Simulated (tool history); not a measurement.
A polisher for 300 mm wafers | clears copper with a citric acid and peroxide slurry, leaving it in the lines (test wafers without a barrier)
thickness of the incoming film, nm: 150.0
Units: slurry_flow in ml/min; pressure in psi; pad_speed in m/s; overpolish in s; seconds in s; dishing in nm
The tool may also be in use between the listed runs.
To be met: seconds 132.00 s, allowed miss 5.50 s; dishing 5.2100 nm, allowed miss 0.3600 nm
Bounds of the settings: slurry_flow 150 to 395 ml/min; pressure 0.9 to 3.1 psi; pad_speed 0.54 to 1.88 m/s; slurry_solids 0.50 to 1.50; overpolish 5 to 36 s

Run 1, hour 0.0: slurry_flow 250 ml/min, pressure 2.0 psi, pad_speed 1.20 m/s, slurry_solids 1.00, overpolish 18 s. Result: seconds 129.30 s, dishing 17.4130 nm.
Run 2, hour 7.8: slurry_flow 295 ml/min, pressure 2.0 psi, pad_speed 1.20 m/s, slurry_solids 1.00, overpolish 18 s. Result: seconds 127.88 s, dishing 18.1520 nm.
Run 3, hour 10.9: slurry_flow 295 ml/min, pressure 2.0 psi, pad_speed 1.20 m/s, slurry_solids 1.00, overpolish 22 s. Result: seconds 130.13 s, dishing 20.7150 nm.
Run 4, hour 11.6: slurry_flow 295 ml/min, pressure 2.4 psi, pad_speed 1.20 m/s, slurry_solids 1.00, overpolish 22 s. Result: seconds 110.92 s, dishing 24.8560 nm.
Run 5, hour 15.7: slurry_flow 260 ml/min, pressure 2.0 psi, pad_speed 1.28 m/s, slurry_solids 1.00, overpolish 18 s. Result: seconds 119.96 s, dishing 18.6750 nm.
Run 6, hour 21.2: slurry_flow 235 ml/min, pressure 2.0 psi, pad_speed 1.28 m/s, slurry_solids 1.00, overpolish 18 s. Result: seconds 123.00 s, dishing 18.3470 nm.
Run 7, hour 23.6: slurry_flow 305 ml/min, pressure 1.4 psi, pad_speed 1.56 m/s, slurry_solids 1.00, overpolish 9 s. Result: seconds 137.29 s, dishing 9.1970 nm.
Run 8, hour 30.8: slurry_flow 325 ml/min, pressure 1.3 psi, pad_speed 1.64 m/s, slurry_solids 1.00, overpolish 8 s. Result: seconds 135.10 s, dishing 8.1056 nm.
Run 9, hour 32.0: slurry_flow 340 ml/min, pressure 1.2 psi, pad_speed 1.70 m/s, slurry_solids 1.00, overpolish 7 s. Result: seconds 139.35 s, dishing 6.6954 nm.
At hour 40.5: slurry blender recalibrated.
Run 10, hour 40.5: slurry_flow 355 ml/min, pressure 1.2 psi, pad_speed 1.74 m/s, slurry_solids 1.00, overpolish 7 s. Result: seconds 127.40 s, dishing 7.5503 nm.
Run 11, hour 46.0: slurry_flow 365 ml/min, pressure 1.1 psi, pad_speed 1.78 m/s, slurry_solids 0.95, overpolish 7 s. Result: seconds 132.53 s, dishing 6.8721 nm.
Run 12, hour 54.0: slurry_flow 370 ml/min, pressure 1.1 psi, pad_speed 1.80 m/s, slurry_solids 0.90, overpolish 7 s. Result: seconds 132.52 s, dishing 7.2947 nm.
Run 13, hour 62.5: slurry_flow 375 ml/min, pressure 1.1 psi, pad_speed 1.80 m/s, slurry_solids 1.00, overpolish 7 s. Result: seconds 127.56 s, dishing 7.3637 nm.
Run 14, hour 64.0: slurry_flow 380 ml/min, pressure 1.1 psi, pad_speed 1.82 m/s, slurry_solids 0.95, overpolish 7 s. Result: seconds 128.39 s, dishing 6.9574 nm.
Run 15, hour 65.8: slurry_flow 385 ml/min, pressure 1.1 psi, pad_speed 1.80 m/s, slurry_solids 1.05, overpolish 7 s. Result: seconds 130.69 s, dishing 7.5050 nm.

4 next moves are on the table. One of them brings every result within its allowed miss. Which?
Run A, hour 67.6: slurry_flow 395 ml/min, pressure 1.6 psi, pad_speed 1.30 m/s, slurry_solids 1.00, overpolish 14 s. Result: seconds ?, dishing ?.
Run B, hour 67.6: slurry_flow 390 ml/min, pressure 1.2 psi, pad_speed 1.54 m/s, slurry_solids 1.20, overpolish 10 s. Result: seconds ?, dishing ?.
Run C, hour 67.6: slurry_flow 390 ml/min, pressure 1.0 psi, pad_speed 1.86 m/s, slurry_solids 1.10, overpolish 5 s. Result: seconds ?, dishing ?.
Run D, hour 67.6: slurry_flow 395 ml/min, pressure 1.0 psi, pad_speed 1.86 m/s, slurry_solids 1.00, overpolish 14 s. Result: seconds ?, dishing ?.

move  seconds  dishing
   A   128.75  13.5200
   B   132.54   9.5806
   C   130.55   5.0205
   D   133.26  12.9090
A: further off than the last run
B: further off than the last run
C: meets every target
D: further off than the last run
Move C is the one to make.
